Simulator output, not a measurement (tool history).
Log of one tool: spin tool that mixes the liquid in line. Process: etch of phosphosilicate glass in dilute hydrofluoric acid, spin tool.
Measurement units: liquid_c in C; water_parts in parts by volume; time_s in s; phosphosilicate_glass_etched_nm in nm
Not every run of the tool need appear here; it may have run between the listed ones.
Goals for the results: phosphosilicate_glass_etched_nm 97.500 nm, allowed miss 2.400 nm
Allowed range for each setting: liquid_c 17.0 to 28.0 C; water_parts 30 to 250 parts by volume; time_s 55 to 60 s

run  hour  liquid_c  water_parts  time_s  phosphosilicate_glass_etched_nm
  1   0.0      20.0          140      55                           63.276
  2   8.3      20.0          140      55                           62.584
  3  15.1      19.0          140      55                           60.794
  4  19.3      19.0          140      55                           60.464
  5  23.0      20.0          140      55                           62.960
  6  24.1      20.0          140      60                           68.135
  7  31.4      20.5          140      60                           70.580
  8  34.6      21.0          140      60                           71.884
  9  36.3      21.5          140      60                           72.927
 10  39.7      22.0          140      60                           75.390
 11  41.7      22.5          140      60                           76.625
 12  43.3      23.0          140      60                           78.682
 13  48.8      23.5          140      60                           78.687
 14  54.0      27.5          130      60                          100.170

Which one of the following 5 next-run settings gets every result inside its allowed miss? There is exactly one.
  A  59.2      27.5          115      55                                ?
  B  59.2      27.0          125      60                                ?
  C  59.2      28.0          130      60                                ?
  D  59.2      28.0          125      55                                ?
  E  59.2      28.0          125      60                                ?

move  phosphosilicate_glass_etched_nm
   A                          105.240
   B                          102.320
   C                          101.500
   D                           97.386
   E                          106.240
A: misses by more than the last run did
B: misses by more than the last run did
C: misses by more than the last run did
D: each result inside its tolerance
E: misses by more than the last run did
Go with D: it meets all targets.

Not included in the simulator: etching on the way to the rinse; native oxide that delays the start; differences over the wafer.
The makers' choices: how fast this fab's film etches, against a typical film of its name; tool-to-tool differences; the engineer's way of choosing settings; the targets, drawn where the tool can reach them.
